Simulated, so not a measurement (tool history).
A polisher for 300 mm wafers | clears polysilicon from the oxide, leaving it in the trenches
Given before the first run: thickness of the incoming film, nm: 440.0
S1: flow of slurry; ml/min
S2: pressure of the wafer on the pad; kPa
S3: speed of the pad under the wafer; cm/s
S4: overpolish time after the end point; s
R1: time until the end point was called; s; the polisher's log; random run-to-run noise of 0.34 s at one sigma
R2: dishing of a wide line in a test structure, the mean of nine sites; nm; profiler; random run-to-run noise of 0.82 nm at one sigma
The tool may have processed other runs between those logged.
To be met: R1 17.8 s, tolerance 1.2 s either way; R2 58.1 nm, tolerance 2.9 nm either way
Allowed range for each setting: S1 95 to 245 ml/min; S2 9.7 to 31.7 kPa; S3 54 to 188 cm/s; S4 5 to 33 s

run 1 hour=0 | S1=155 S2=20.7 S3=120 S4=17 | R1=27.188 R2=71.332
run 2 hour=8.9 | S1=155 S2=22.8 S3=122 S4=13 | R1=23.442 R2=67.135
run 3 hour=17.4 | S1=155 S2=20 S3=122 S4=13 | R1=26.638 R2=66.58
run 4 hour=19 | S1=155 S2=20 S3=148 S4=13 | R1=23.464 R2=68.571
run 5 hour=25.9 | S1=155 S2=24.1 S3=148 S4=13 | R1=19.599 R2=70.042
run 6 hour=32.4 | S1=155 S2=22.1 S3=148 S4=13 | R1=22.035 R2=69.069
run 7 hour=38 | S1=170 S2=25.5 S3=124 S4=10 | R1=20.906 R2=67.48
run 8 hour=45.2 | S1=145 S2=27.6 S3=118 S4=8 | R1=20.374 R2=65.751
run 9 hour=47 | S1=100 S2=31.7 S3=114 S4=5 | R1=19.623 R2=56.214

Which of these 4 next moves meets every target?
run A hour=48.8 | S1=95 S2=31.7 S3=128 S4=5 | R1=? R2=?
run B hour=48.8 | S1=95 S2=26.9 S3=110 S4=5 | R1=? R2=?
run C hour=48.8 | S1=100 S2=31.7 S3=104 S4=5 | R1=? R2=?
run D hour=48.8 | S1=100 S2=31.7 S3=152 S4=5 | R1=? R2=?

move=A R1=17.956 R2=57.393
move=B R1=23.143 R2=51.03
move=C R1=20.141 R2=54.591
move=D R1=15.906 R2=60.157
A: all results in spec
B: further off than the last run
C: further off than the last run
D: pushes the last run's worst result past its target
So the answer is move A, the one that meets all the targets.
